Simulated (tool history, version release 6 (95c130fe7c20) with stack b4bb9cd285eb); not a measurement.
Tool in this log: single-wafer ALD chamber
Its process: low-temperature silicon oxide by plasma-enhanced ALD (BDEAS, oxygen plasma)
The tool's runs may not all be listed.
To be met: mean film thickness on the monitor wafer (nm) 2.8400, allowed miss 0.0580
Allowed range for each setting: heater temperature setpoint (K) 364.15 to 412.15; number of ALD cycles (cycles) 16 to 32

| run | hour | heater temperature setpoint (K) | number of ALD cycles (cycles) | mean film thickness on the monitor wafer (nm) |
|---|---|---|---|---|
| 1 | 0.0 | 388.15 | 24 | 3.1462 |
| 2 | 7.1 | 389.15 | 23 | 3.0106 |
| 3 | 14.1 | 381.15 | 23 | 3.0558 |
| 4 | 16.8 | 382.15 | 23 | 3.0449 |
|  | 22.2 | thermocouple changed; heater temperature recalibrated |
| 5 | 22.2 | 389.15 | 23 | 3.0348 |
| 6 | 27.3 | 379.15 | 23 | 3.0806 |
| 7 | 33.2 | 381.15 | 22 | 2.9425 |
| 8 | 41.2 | 382.15 | 22 | 2.9375 |

Consider the 5 candidate settings below. Which is the only one whose results all fall within their allowed miss of target?
| A | 49.2 | 371.15 | 20 | ? |
| B | 49.2 | 382.15 | 23 | ? |
| C | 49.2 | 379.15 | 23 | ? |
| D | 49.2 | 372.15 | 21 | ? |
| E | 49.2 | 390.15 | 23 | ? |

| move | mean film thickness on the monitor wafer (nm) |
|---|---|
| A | 2.7172 |
| B | 3.0654 |
| C | 3.0808 |
| D | 2.8457 |
| E | 3.0243 |
A: the result that was furthest off in the last run now lies on the other side of its target
B: the biggest miss grows against the last run
C: the biggest miss grows against the last run
D: all results land within tolerance of their targets
E: the biggest miss grows against the last run
Answer: D
